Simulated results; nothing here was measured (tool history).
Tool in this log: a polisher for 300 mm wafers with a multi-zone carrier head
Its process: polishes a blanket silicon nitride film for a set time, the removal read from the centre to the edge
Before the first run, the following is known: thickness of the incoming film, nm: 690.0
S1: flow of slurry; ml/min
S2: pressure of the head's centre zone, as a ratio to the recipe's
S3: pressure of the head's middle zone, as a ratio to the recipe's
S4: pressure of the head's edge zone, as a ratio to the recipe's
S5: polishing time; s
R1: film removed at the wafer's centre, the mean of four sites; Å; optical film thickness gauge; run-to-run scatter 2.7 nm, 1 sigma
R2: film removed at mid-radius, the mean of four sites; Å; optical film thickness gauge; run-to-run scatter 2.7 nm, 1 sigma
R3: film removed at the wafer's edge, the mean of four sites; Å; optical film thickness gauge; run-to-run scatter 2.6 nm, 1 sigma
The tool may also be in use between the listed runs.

{"run": 1, "hour": 0.0, "S1": 140, "S2": 1.0, "S3": 1.0, "S4": 1.0, "S5": 75, "R1": 2217.3, "R2": 2280.7, "R3": 2275.6}
{"run": 2, "hour": 7.7, "S1": 145, "S2": 1.0, "S3": 1.0, "S4": 1.02, "S5": 76, "R1": 2329.6, "R2": 2355.3, "R3": 2345.2}
{"run": 3, "hour": 15.3, "S1": 150, "S2": 0.99, "S3": 1.0, "S4": 1.04, "S5": 76, "R1": 2276.4, "R2": 2314.8, "R3": 2349.1}
{"run": 4, "hour": 19.8, "S1": 150, "S2": 0.99, "S3": 1.0, "S4": 1.08, "S5": 76, "R1": 2348.3, "R2": 2360.5, "R3": 2388.9}
{"run": 5, "hour": 23.4, "S1": 150, "S2": 0.99, "S3": 1.0, "S4": 1.08, "S5": 63, "R1": 1943.8, "R2": 1914.1, "R3": 1966.3}
{"run": 6, "hour": 31.6, "S1": 150, "S2": 0.99, "S3": 1.0, "S4": 1.08, "S5": 46, "R1": 1412.6, "R2": 1416.4, "R3": 1455.2}
{"run": 7, "hour": 33.7, "S1": 175, "S2": 0.97, "S3": 1.03, "S4": 1.18, "S5": 67, "R1": 2083.7, "R2": 2140.0, "R3": 2250.1}

Run 8 has not been measured yet. What should we expect?
{"run": 8, "hour": 40.4, "S1": 175, "S2": 0.97, "S3": 1.03, "S4": 1.18, "S5": 67, "R1": "?", "R2": "?", "R3": "?"}

R1: 2065.0 Å
R2: 2177.1 Å
R3: 2285.2 Å
